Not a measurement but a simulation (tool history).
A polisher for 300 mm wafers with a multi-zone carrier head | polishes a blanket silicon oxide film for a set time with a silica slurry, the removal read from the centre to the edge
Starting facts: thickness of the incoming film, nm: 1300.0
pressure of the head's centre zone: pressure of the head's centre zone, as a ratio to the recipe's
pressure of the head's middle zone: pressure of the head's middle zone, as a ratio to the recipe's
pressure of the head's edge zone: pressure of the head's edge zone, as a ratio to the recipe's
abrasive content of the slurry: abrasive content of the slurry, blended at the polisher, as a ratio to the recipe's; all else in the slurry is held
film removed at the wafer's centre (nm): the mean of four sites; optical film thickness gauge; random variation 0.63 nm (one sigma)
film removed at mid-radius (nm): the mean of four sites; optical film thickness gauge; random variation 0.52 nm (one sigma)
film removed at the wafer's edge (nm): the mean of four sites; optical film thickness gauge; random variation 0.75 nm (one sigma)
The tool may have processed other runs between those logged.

run,day,flow of slurry (ml/min),pressure of the head's centre zone,pressure of the head's middle zone,pressure of the head's edge zone,abrasive content of the slurry,polishing time (s),film removed at the wafer's centre (nm),film removed at mid-radius (nm),film removed at the wafer's edge (nm)
1,0,270,1,1,1,1,30,83.172,81.95,79.654
2,0.271,270,1,1.04,1,1,30,82.222,86.623,81.542
3,0.346,270,0.93,1.04,1,1,30,76.76,83.965,80.976
4,0.646,270,0.93,1,0.97,0.9,29,69.535,75.022,71.828
5,0.896,270,0.93,1,0.97,0.8,29,64.573,70.483,68.214
6,1.171,270,0.94,0.96,0.95,0.75,29,63.539,65.763,62.939
7,1.288,240,0.91,0.86,0.95,0.6,29,52.125,51.218,54.362
8,1.55,240,0.91,0.86,0.95,0.6,29,52.337,50.709,54.085
9,1.838,250,0.92,0.86,0.94,0.6,29,51.605,50.768,54.006
10,1.883,245,0.94,0.87,0.93,0.6,29,52.779,51.141,52.424

What does the tool deliver on the next run?
11,2.225,250,0.95,0.87,0.94,0.6,29,?,?,?

Run 11 gave film removed at the wafer's centre (nm) 54.96, film removed at mid-radius (nm) 51.573, film removed at the wafer's edge (nm) 53.924.
